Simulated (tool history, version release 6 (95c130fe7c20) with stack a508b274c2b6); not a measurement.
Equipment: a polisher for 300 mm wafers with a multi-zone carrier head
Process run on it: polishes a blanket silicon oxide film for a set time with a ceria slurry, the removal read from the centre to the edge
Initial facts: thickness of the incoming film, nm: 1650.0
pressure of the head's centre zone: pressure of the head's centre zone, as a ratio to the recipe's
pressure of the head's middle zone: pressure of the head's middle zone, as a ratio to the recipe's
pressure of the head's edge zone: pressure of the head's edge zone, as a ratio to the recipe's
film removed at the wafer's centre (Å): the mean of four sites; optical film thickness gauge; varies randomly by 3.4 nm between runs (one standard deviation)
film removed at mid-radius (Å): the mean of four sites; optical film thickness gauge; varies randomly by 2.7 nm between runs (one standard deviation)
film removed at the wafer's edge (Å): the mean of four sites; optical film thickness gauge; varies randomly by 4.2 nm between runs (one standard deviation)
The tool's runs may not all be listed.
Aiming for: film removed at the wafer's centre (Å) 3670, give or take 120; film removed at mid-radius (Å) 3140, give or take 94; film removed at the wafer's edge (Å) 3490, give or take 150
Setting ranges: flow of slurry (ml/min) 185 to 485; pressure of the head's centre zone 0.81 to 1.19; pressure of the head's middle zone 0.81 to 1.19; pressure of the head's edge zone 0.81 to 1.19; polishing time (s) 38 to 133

run	hour	flow of slurry (ml/min)	pressure of the head's centre zone	pressure of the head's middle zone	pressure of the head's edge zone	polishing time (s)	film removed at the wafer's centre (Å)	film removed at mid-radius (Å)	film removed at the wafer's edge (Å)
1	0	310	1	1	1	85	5358.5	5146.3	4997.1
2	7.6	305	0.99	0.96	0.99	79	4880.2	4700	4782
3	8.7	305	1.01	0.94	0.98	72	4564.1	4134	4233.7
4	13.3	305	1.01	0.94	0.98	88	5479.5	5023.8	5217.5
5	16.4	305	1.01	0.94	0.98	75	4703.8	4341.8	4394.5
6	18.1	300	1.01	0.91	0.97	71	4457.5	3934.9	4116.7
7	19.2	300	1.01	0.91	0.97	71	4517.3	3978.3	4335.2
8	22.7	305	1.01	0.91	0.96	67	4156.3	3770.2	3983.3
9	26.3	305	1.02	0.89	0.93	66	4177.4	3651.6	3859.4

Exercise: of the 5 proposed moves below, exactly one satisfies all targets within the stated allowed misses. Which move is it?
A	29.9	315	1.13	1.11	0.81	66	?	?	?
B	29.9	340	0.9	1.14	0.81	65	?	?	?
C	29.9	240	1.01	0.86	0.94	60	?	?	?
D	29.9	325	0.86	1.08	0.88	63	?	?	?
E	29.9	285	0.91	0.87	0.97	77	?	?	?

move	film removed at the wafer's centre (Å)	film removed at mid-radius (Å)	film removed at the wafer's edge (Å)
A	4724.9	4460.8	3703.8
B	3731	4534.2	3667.2
C	3693.2	3168	3500.7
D	3436.3	4178	3664.8
E	4371.9	4197.7	4628.8
A: the biggest miss grows against the last run
B: the biggest miss grows against the last run
C: every result lands within tolerance
D: the biggest miss grows against the last run
E: the biggest miss grows against the last run
So the answer is move C, the one that meets all the targets.
